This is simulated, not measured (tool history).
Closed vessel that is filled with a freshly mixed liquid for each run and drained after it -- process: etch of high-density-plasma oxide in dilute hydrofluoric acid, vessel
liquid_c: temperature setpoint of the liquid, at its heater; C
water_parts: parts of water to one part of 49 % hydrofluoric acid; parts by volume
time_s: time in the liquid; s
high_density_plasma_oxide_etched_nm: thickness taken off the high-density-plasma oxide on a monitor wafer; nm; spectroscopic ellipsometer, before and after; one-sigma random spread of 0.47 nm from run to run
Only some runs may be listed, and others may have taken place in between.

run	hour	liquid_c	water_parts	time_s	high_density_plasma_oxide_etched_nm
1	0	24	115	1420	60.058
2	6.5	20.5	115	1420	52.51
3	8.7	18	115	1420	46.949
4	17.6	18	95	1420	58.145
5	21.2	18	120	1420	45.3
6	25	18	85	1420	65.986
7	30.2	22	85	1420	77.794
8	38.3	23	85	1420	80.428
9	39.4	23	85	1420	80.634
10	42.8	23.5	85	1420	83.37
11	45.4	24	85	1420	84.242

Expected results for the next run?
12	53.9	28	85	1420	?

high_density_plasma_oxide_etched_nm: 97.992 nm

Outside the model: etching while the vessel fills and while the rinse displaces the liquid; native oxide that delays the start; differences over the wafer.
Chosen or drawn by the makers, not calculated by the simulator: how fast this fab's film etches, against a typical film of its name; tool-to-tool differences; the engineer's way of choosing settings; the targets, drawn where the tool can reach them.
